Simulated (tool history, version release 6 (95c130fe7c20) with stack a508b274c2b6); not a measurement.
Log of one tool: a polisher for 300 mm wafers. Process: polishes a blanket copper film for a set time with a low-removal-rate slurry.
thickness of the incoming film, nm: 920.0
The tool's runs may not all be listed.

| run | hour | flow of slurry (ml/min) | pressure of the wafer on the pad (psi) | speed of the pad under the wafer (cm/s) | abrasive content of the slurry | polishing time (s) | film removed (angstrom) |
|---|---|---|---|---|---|---|---|
| 1 | 0 | 125 | 2.7 | 124 | 1 | 62 | 2052.9 |
| 2 | 6.8 | 125 | 2.3 | 124 | 1 | 62 | 1734.8 |
| 3 | 10.2 | 155 | 2.3 | 124 | 1 | 62 | 1839.8 |
| 4 | 16.2 | 155 | 2.3 | 124 | 1.1 | 62 | 1823.2 |
| 5 | 21.9 | 150 | 2 | 124 | 1.1 | 62 | 1601.2 |
| 6 | 23.2 | 150 | 1.4 | 124 | 1.1 | 62 | 1149.7 |
| 7 | 32.1 | 155 | 1.4 | 124 | 1.1 | 62 | 1173.9 |

The next listed run, before its measurement:
| 8 | 40.4 | 160 | 1.4 | 124 | 1.1 | 62 | ? |

{"run 8": {"film removed (angstrom)": 1180.3}}
